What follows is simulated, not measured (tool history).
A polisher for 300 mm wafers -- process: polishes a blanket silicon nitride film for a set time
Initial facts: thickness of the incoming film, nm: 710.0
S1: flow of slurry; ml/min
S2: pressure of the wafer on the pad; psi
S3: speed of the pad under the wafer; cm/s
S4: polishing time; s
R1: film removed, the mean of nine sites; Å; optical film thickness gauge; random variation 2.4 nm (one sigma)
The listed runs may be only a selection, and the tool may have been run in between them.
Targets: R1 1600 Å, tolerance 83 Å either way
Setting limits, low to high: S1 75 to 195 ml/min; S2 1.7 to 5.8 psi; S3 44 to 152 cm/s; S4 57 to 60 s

Run 1, hour 0: S1 125 ml/min, S2 3.7 psi, S3 98 cm/s, S4 57 s. Result: R1 1169 Å.
Run 2, hour 2.9: S1 110 ml/min, S2 3.7 psi, S3 98 cm/s, S4 57 s. Result: R1 1074.7 Å.
Run 3, hour 7.5: S1 125 ml/min, S2 3.7 psi, S3 98 cm/s, S4 57 s. Result: R1 1138.9 Å.
Run 4, hour 11.6: S1 125 ml/min, S2 3.7 psi, S3 114 cm/s, S4 57 s. Result: R1 1289.4 Å.
At hour 16.3: slurry nozzle cleaned.
Run 5, hour 16.3: S1 130 ml/min, S2 3.8 psi, S3 114 cm/s, S4 57 s. Result: R1 1385.9 Å.
Run 6, hour 22.2: S1 105 ml/min, S2 3.8 psi, S3 114 cm/s, S4 57 s. Result: R1 1307.9 Å.
Run 7, hour 23.3: S1 110 ml/min, S2 3.9 psi, S3 114 cm/s, S4 57 s. Result: R1 1340.1 Å.
Run 8, hour 31.8: S1 115 ml/min, S2 4 psi, S3 114 cm/s, S4 57 s. Result: R1 1383.3 Å.
Run 9, hour 35.4: S1 120 ml/min, S2 4.1 psi, S3 114 cm/s, S4 57 s. Result: R1 1439 Å.
Run 10, hour 43.4: S1 125 ml/min, S2 4.1 psi, S3 114 cm/s, S4 57 s. Result: R1 1457.2 Å.

Exercise: of the 4 proposed moves below, exactly one satisfies all targets within the stated allowed misses. Which move is it?
Run A, hour 51.4: S1 130 ml/min, S2 4 psi, S3 110 cm/s, S4 58 s. Result: R1 ?.
Run B, hour 51.4: S1 155 ml/min, S2 4.4 psi, S3 122 cm/s, S4 60 s. Result: R1 ?.
Run C, hour 51.4: S1 135 ml/min, S2 4.5 psi, S3 114 cm/s, S4 57 s. Result: R1 ?.
Run D, hour 51.4: S1 135 ml/min, S2 4.7 psi, S3 120 cm/s, S4 60 s. Result: R1 ?.

move      R1
   A  1433.3
   B  1813.4
   C  1634.2
   D  1866.2
A: misses by more than the last run did
B: the result that was furthest off in the last run now lies on the other side of its target
C: each result inside its tolerance
D: the result that was furthest off in the last run now lies on the other side of its target
C meets every target.
